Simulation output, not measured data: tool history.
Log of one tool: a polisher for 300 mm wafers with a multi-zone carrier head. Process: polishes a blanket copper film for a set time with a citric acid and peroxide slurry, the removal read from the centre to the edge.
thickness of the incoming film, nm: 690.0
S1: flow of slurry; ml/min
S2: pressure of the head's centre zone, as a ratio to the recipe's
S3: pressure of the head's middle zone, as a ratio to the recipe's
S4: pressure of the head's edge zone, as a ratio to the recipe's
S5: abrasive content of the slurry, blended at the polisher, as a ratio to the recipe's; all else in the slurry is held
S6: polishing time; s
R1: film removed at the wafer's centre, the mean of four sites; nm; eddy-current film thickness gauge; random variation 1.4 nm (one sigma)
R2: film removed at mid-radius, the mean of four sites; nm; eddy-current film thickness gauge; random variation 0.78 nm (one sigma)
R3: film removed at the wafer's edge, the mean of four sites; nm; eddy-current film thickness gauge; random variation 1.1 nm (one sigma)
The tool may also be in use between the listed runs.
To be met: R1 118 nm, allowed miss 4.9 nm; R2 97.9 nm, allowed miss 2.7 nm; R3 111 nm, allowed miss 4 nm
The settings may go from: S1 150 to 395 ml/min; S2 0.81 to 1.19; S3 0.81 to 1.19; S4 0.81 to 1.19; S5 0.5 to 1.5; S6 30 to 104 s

run   hour   S1    S2    S3    S4    S5  S6      R1      R2      R3
  1      0  250     1     1     1     1  67  138.32  135.31   137.3
  2    1.1  250     1     1     1     1  82  165.37  163.99  166.58
  3    7.9  245     1  0.97  0.99   0.9  79  154.73  149.91  150.23
  4   12.8  245     1  0.97  0.92   0.9  79  153.46  150.04  148.53
  5     19  245     1  0.97  1.01   0.9  79  153.51  147.03  151.94
  6   25.2  240     1  0.95  1.01  0.85  78  151.41  142.49  146.99
  7   29.8  210     1  0.85  1.07   0.6  60  98.595  83.828   101.3
  8     36  225  1.01  0.86  1.07   0.6  60  100.58   86.76  102.18
  9   38.2  240  1.02  0.86  1.08   0.6  60  102.44  86.827  103.65
 10   46.7  255  1.03  0.87  1.08   0.6  60  107.68  89.011   105.3
 11   51.5  265  1.03  0.88  1.08   0.6  60  106.23  89.696  102.36
 12   59.2  265  1.04  0.89  1.09   0.6  60  105.84  91.314  104.95
 13   62.7  275  1.05  0.89  1.09   0.6  60  107.61  91.255  104.36
 14   63.6  305   1.1  0.94  1.16  0.75  60  126.08  106.14  119.37
 15   64.3  300   1.1  0.93  1.15  0.75  60  125.35  106.24  117.63
 16   70.1  295   1.1  0.92  1.14  0.75  60  123.56  103.92  116.08
 17   78.6  290   1.1  0.91  1.13  0.75  60  123.58  102.94  115.51
 18   86.8  285   1.1  0.91  1.12  0.75  60  126.44  103.22  115.93
 19   94.4  285  1.09  0.91  1.11  0.75  60  126.36  101.82   115.7
 20   99.8  280  1.09  0.91  1.11  0.75  60  120.48  100.85  117.51
 21  102.1  285  1.08   0.9  1.11  0.75  60  121.05  101.47  116.05
 22  110.9  280  1.08   0.9   1.1  0.75  60  120.47  100.37  114.92
 23  118.3  280  1.08   0.9  1.09  0.75  60  121.44   101.7  113.52

Which of these 5 next moves meets every target?
  A  125.7  305  0.95  0.97  0.98  0.75  58   ?   ?   ?
  B  125.7  310  1.03  1.01     1  1.05  53   ?   ?   ?
  C  125.7  310  1.09  0.93  1.02   0.8  58   ?   ?   ?
  D  125.7  350  1.11  0.99  1.02  0.75  57   ?   ?   ?
  E  125.7  250  1.08   0.9  1.07  0.75  59   ?   ?   ?

move      R1      R2      R3
   A  105.66  105.66  107.34
   B  117.25  112.02  110.76
   C  123.81  104.47  111.66
   D   122.6  106.92  108.08
   E   118.7  98.622  110.98
A: further off than the last run
B: further off than the last run
C: further off than the last run
D: further off than the last run
E: meets every target
Move E is the one to make.
